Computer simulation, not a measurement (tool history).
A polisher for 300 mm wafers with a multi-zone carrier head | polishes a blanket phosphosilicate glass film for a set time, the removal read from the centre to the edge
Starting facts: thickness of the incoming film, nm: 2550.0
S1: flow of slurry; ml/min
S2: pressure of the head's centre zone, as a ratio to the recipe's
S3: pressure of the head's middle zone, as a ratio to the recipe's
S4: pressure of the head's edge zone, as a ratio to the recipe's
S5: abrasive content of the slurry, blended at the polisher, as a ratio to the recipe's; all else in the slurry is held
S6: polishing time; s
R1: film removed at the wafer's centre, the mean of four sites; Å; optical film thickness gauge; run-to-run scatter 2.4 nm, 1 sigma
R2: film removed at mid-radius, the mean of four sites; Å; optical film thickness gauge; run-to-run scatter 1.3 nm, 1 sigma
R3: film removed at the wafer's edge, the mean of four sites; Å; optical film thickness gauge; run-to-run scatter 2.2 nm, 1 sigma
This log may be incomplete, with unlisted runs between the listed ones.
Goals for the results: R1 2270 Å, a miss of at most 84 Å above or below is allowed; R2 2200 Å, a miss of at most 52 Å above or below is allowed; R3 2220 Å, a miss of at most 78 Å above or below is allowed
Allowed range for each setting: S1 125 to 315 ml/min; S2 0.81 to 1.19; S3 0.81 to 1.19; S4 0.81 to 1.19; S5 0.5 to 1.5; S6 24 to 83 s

Run 1, hour 0: S1 205 ml/min, S2 1, S3 1, S4 1, S5 1, S6 53 s. Result: R1 4381.3 Å, R2 4180 Å, R3 4314 Å.
Run 2, hour 0.9: S1 200 ml/min, S2 0.98, S3 0.99, S4 0.96, S5 0.9, S6 49 s. Result: R1 3755.9 Å, R2 3660.6 Å, R3 3606.9 Å.
Run 3, hour 6.7: S1 190 ml/min, S2 0.95, S3 0.95, S4 0.94, S5 0.8, S6 47 s. Result: R1 3241.5 Å, R2 3143.1 Å, R3 3246.3 Å.
Run 4, hour 8.1: S1 190 ml/min, S2 0.94, S3 0.94, S4 0.91, S5 0.75, S6 45 s. Result: R1 2935.2 Å, R2 2880.5 Å, R3 2975.1 Å.
Run 5, hour 13.8: S1 190 ml/min, S2 0.94, S3 0.94, S4 0.89, S5 0.7, S6 44 s. Result: R1 2846.9 Å, R2 2751.2 Å, R3 2797.3 Å.
Run 6, hour 16.3: S1 190 ml/min, S2 0.86, S3 0.94, S4 0.89, S5 0.7, S6 44 s. Result: R1 2584.1 Å, R2 2752.5 Å, R3 2754.4 Å.
Run 7, hour 17.5: S1 185 ml/min, S2 0.91, S3 0.89, S4 0.81, S5 0.5, S6 38 s. Result: R1 1985.2 Å, R2 1842.7 Å, R3 1881.9 Å.
Run 8, hour 25.7: S1 200 ml/min, S2 0.92, S3 0.9, S4 0.84, S5 0.5, S6 38 s. Result: R1 1988.8 Å, R2 1880.1 Å, R3 1940.8 Å.
Run 9, hour 31.5: S1 255 ml/min, S2 1.02, S3 1, S4 0.94, S5 0.6, S6 38 s. Result: R1 2511.6 Å, R2 2339 Å, R3 2298.3 Å.
Run 10, hour 34.2: S1 255 ml/min, S2 1, S3 0.99, S4 0.93, S5 0.6, S6 38 s. Result: R1 2466.3 Å, R2 2332.5 Å, R3 2303 Å.
Run 11, hour 38.1: S1 255 ml/min, S2 0.99, S3 0.98, S4 0.92, S5 0.6, S6 38 s. Result: R1 2424.6 Å, R2 2313.5 Å, R3 2294.6 Å.
Run 12, hour 44.6: S1 255 ml/min, S2 0.98, S3 0.97, S4 0.91, S5 0.6, S6 38 s. Result: R1 2440.8 Å, R2 2306.2 Å, R3 2285.8 Å.
Run 13, hour 48.1: S1 245 ml/min, S2 0.97, S3 0.96, S4 0.91, S5 0.6, S6 38 s. Result: R1 2426.8 Å, R2 2258.1 Å, R3 2303.1 Å.
Run 14, hour 53.8: S1 235 ml/min, S2 0.96, S3 0.96, S4 0.9, S5 0.6, S6 38 s. Result: R1 2366.4 Å, R2 2249.7 Å, R3 2224.9 Å.

5 candidate next runs follow, results not yet known. Just one meets every target within its allowed miss. Identify it.
Run A, hour 59.5: S1 225 ml/min, S2 0.91, S3 0.97, S4 0.91, S5 0.55, S6 36 s. Result: R1 ?, R2 ?, R3 ?.
Run B, hour 59.5: S1 235 ml/min, S2 0.97, S3 0.98, S4 0.99, S5 0.85, S6 30 s. Result: R1 ?, R2 ?, R3 ?.
Run C, hour 59.5: S1 235 ml/min, S2 0.88, S3 0.98, S4 0.96, S5 0.55, S6 38 s. Result: R1 ?, R2 ?, R3 ?.
Run D, hour 59.5: S1 180 ml/min, S2 0.96, S3 0.94, S4 0.85, S5 0.75, S6 36 s. Result: R1 ?, R2 ?, R3 ?.
Run E, hour 59.5: S1 255 ml/min, S2 0.98, S3 1.06, S4 0.91, S5 0.6, S6 34 s. Result: R1 ?, R2 ?, R3 ?.

move      R1      R2      R3
   A  1981.3  2015.1  2043.2
   B  2237.8  2164.8  2261.9
   C  2041.2  2156.8  2219.7
   D  2398.1    2272  2311.8
   E  2142.9  2191.5  2052.3
A: the result that was furthest off in the last run now lies on the other side of its target
B: each result inside its tolerance
C: the result that was furthest off in the last run now lies on the other side of its target
D: further off than the last run
E: the result that was furthest off in the last run now lies on the other side of its target
Move B is the one to make.
